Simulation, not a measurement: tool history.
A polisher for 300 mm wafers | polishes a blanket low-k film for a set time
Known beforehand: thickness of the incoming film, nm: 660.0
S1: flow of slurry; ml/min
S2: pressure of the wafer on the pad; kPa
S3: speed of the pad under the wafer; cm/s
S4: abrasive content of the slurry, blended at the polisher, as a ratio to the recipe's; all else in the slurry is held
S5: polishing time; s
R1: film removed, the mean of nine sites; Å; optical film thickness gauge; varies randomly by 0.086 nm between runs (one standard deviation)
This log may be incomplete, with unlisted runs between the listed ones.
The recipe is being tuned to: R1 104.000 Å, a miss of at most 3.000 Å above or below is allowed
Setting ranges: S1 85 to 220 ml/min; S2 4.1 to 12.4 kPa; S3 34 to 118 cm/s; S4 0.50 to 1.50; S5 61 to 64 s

run	day	S1	S2	S3	S4	S5	R1
1	0.000	140	8.3	76	1.00	61	142.070
2	0.229	140	8.3	94	1.00	61	169.390
3	0.446	140	8.3	94	1.20	61	176.290
4	0.621	140	7.6	94	1.20	61	167.080
5	0.988	140	7.6	94	1.20	61	164.060
6	1.033	140	8.3	94	1.20	61	179.010
7	1.221	135	6.9	94	1.20	61	151.720
8	1.312	130	6.2	94	1.20	61	136.480
9	1.354	125	5.5	94	1.20	61	124.080

5 next moves are on the table. One of them brings every result within its allowed miss. Which?
A	1.396	165	5.5	72	1.25	61	?
B	1.396	130	6.2	102	1.20	64	?
C	1.396	115	4.8	78	1.15	61	?
D	1.396	120	5.5	96	1.20	64	?
E	1.396	110	6.2	102	1.15	64	?

move	R1
A	104.640
B	153.410
C	92.246
D	130.560
E	147.620
A: each result inside its tolerance
B: lands further from the targets than the last run did
C: moves the result that the last run missed by most past its target, out the other side
D: lands further from the targets than the last run did
E: lands further from the targets than the last run did
A meets every target.

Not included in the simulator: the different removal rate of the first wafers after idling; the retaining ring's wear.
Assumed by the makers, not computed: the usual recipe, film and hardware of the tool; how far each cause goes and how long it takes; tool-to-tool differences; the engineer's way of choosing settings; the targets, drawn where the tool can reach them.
